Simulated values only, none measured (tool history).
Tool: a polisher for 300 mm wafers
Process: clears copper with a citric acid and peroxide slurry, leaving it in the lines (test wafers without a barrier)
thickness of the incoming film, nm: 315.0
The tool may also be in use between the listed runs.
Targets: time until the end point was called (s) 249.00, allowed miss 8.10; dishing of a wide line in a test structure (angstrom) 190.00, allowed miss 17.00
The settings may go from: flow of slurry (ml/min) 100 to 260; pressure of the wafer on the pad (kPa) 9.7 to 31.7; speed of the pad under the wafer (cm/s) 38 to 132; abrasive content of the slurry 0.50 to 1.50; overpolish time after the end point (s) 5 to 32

| run | hour | flow of slurry (ml/min) | pressure of the wafer on the pad (kPa) | speed of the pad under the wafer (cm/s) | abrasive content of the slurry | overpolish time after the end point (s) | time until the end point was called (s) | dishing of a wide line in a test structure (angstrom) |
|---|---|---|---|---|---|---|---|---|
| 1 | 0.0 | 165 | 20.7 | 84 | 1.00 | 16 | 172.90 | 235.84 |
| 2 | 2.6 | 165 | 20.7 | 92 | 1.00 | 16 | 156.80 | 247.84 |
| 3 | 6.2 | 165 | 20.7 | 92 | 1.00 | 22 | 155.54 | 327.37 |
| 4 | 14.7 | 160 | 19.3 | 92 | 1.00 | 22 | 166.33 | 327.34 |
| 5 | 16.7 | 190 | 19.3 | 92 | 1.00 | 22 | 166.68 | 303.93 |
| 6 | 17.6 | 170 | 19.3 | 92 | 1.00 | 22 | 168.26 | 331.99 |
| 7 | 19.6 | 170 | 17.9 | 92 | 1.00 | 21 | 175.53 | 292.24 |
| 8 | 23.5 | 170 | 16.5 | 92 | 1.00 | 20 | 190.99 | 262.54 |
| 9 | 24.3 | 170 | 16.5 | 92 | 1.00 | 20 | 191.32 | 258.01 |
| 10 | 30.0 | 170 | 15.9 | 92 | 1.00 | 20 | 194.62 | 245.81 |
| 11 | 33.6 | 170 | 15.2 | 92 | 1.00 | 20 | 200.77 | 230.45 |
| 12 | 34.1 | 170 | 14.5 | 92 | 1.00 | 20 | 207.84 | 227.57 |
| 13 | 40.1 | 170 | 13.8 | 92 | 1.00 | 20 | 220.91 | 217.93 |
| 14 | 41.7 | 170 | 13.1 | 92 | 1.00 | 20 | 225.14 | 224.49 |
| 15 | 46.3 | 170 | 12.4 | 92 | 1.00 | 20 | 238.27 | 216.22 |

Which of these 5 next moves meets every target?
| A | 50.9 | 130 | 16.5 | 78 | 0.90 | 20 | ? | ? |
| B | 50.9 | 225 | 13.8 | 84 | 0.95 | 22 | ? | ? |
| C | 50.9 | 205 | 17.2 | 62 | 1.05 | 25 | ? | ? |
| D | 50.9 | 170 | 11.0 | 106 | 0.85 | 24 | ? | ? |
| E | 50.9 | 240 | 10.3 | 98 | 1.00 | 19 | ? | ? |

| move | time until the end point was called (s) | dishing of a wide line in a test structure (angstrom) |
|---|---|---|
| A | 230.77 | 221.66 |
| B | 233.17 | 239.06 |
| C | 258.86 | 245.77 |
| D | 231.09 | 259.64 |
| E | 245.43 | 197.25 |
A: further off than the last run
B: further off than the last run
C: further off than the last run
D: further off than the last run
E: meets every target
The right move is E.
